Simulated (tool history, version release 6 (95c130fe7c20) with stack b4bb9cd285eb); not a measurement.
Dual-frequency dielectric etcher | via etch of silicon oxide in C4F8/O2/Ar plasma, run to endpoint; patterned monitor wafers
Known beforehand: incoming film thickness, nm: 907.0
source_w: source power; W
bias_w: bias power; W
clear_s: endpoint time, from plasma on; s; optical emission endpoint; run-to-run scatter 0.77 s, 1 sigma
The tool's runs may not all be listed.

run 1 hour=0.0 | source_w=1730 bias_w=1942 | clear_s=203.99
run 2 hour=2.5 | source_w=1730 bias_w=1809 | clear_s=207.81
run 3 hour=11.2 | source_w=1860 bias_w=1888 | clear_s=199.48
run 4 hour=15.7 | source_w=1860 bias_w=2145 | clear_s=191.96
run 5 hour=23.9 | source_w=1960 bias_w=2166 | clear_s=186.01
run 6 hour=25.8 | source_w=2030 bias_w=2177 | clear_s=182.85
run 7 hour=28.2 | source_w=2030 bias_w=2177 | clear_s=183.52

Run 8 is up next; what results do you expect?
run 8 hour=35.7 | source_w=2030 bias_w=2177 | clear_s=?

clear_s: 182.33 s

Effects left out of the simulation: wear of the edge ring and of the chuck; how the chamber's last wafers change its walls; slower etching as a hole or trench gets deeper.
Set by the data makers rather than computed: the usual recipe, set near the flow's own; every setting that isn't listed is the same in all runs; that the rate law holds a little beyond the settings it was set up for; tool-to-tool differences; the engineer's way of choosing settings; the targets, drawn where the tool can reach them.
